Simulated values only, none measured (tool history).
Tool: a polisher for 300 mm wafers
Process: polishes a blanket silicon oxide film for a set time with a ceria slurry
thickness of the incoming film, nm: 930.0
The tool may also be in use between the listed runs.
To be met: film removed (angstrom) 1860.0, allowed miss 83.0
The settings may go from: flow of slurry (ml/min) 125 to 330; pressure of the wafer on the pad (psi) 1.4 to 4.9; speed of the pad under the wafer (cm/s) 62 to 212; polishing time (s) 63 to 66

run	hour	flow of slurry (ml/min)	pressure of the wafer on the pad (psi)	speed of the pad under the wafer (cm/s)	polishing time (s)	film removed (angstrom)
1	0.0	210	3.1	136	63	3783.6
2	5.4	210	2.7	130	63	3034.5
3	6.8	210	2.4	130	63	2739.0
4	13.9	210	2.2	130	63	2541.7
5	14.9	210	2.0	130	63	2316.9
6	22.2	210	1.9	130	63	2192.6
# hour 25.6: head pressure recalibrated
7	25.6	210	1.8	130	63	2294.0
8	33.2	210	1.7	128	63	2121.4
9	35.9	210	1.6	128	63	2049.8

4 next moves are on the table. One of them brings every result within its allowed miss. Which?
A	38.6	210	1.5	128	63	?
B	38.6	175	1.5	116	63	?
C	38.6	145	2.3	82	63	?
D	38.6	290	1.6	102	65	?

move	film removed (angstrom)
A	1865.3
B	1648.7
C	1711.9
D	1706.1
A: meets every target
B: takes the result that was furthest off past its target
C: takes the result that was furthest off past its target
D: takes the result that was furthest off past its target
The right move is A.
